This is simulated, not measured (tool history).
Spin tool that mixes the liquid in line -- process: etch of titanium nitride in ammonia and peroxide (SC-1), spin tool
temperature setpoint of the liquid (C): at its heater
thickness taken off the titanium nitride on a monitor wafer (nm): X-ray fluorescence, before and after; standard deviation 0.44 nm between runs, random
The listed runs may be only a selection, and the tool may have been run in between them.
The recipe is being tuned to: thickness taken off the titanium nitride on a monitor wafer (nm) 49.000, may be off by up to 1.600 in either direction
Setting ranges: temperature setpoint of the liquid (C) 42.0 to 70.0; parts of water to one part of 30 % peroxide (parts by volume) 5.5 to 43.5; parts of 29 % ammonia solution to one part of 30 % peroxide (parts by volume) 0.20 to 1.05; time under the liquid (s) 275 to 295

run	hour	temperature setpoint of the liquid (C)	parts of water to one part of 30 % peroxide (parts by volume)	parts of 29 % ammonia solution to one part of 30 % peroxide (parts by volume)	time under the liquid (s)	thickness taken off the titanium nitride on a monitor wafer (nm)
1	0.0	58.0	24.5	0.55	275	31.168
2	6.6	58.0	24.5	0.45	275	30.251
3	9.5	58.0	20.0	0.45	275	34.091
4	16.2	58.0	20.0	0.60	275	35.480
5	24.2	59.0	20.0	0.60	275	38.242
6	31.1	59.5	20.0	0.60	275	39.337
7	34.8	59.5	20.0	0.60	275	39.474
8	36.9	60.0	20.0	0.60	275	40.184
9	43.0	60.0	20.0	0.60	275	40.619
10	46.6	60.5	20.0	0.60	275	42.376
# hour 55.6: ammonia flow meter replaced
11	55.6	61.0	20.0	0.60	275	42.313
12	63.8	61.5	20.0	0.60	275	44.243
13	72.5	62.0	20.0	0.60	275	45.701

Pick the move, out of 4, that brings all results within their allowed miss; only one does.
A	81.2	60.0	20.5	0.85	295	?
B	81.2	64.0	25.5	0.60	295	?
C	81.2	60.0	17.5	0.55	285	?
D	81.2	62.0	22.0	0.40	290	?

move	thickness taken off the titanium nitride on a monitor wafer (nm)
A	45.379
B	48.856
C	44.228
D	42.520
A: further off than the last run
B: every result within its allowed miss
C: further off than the last run
D: further off than the last run
So the answer is move B, the one that meets all the targets.

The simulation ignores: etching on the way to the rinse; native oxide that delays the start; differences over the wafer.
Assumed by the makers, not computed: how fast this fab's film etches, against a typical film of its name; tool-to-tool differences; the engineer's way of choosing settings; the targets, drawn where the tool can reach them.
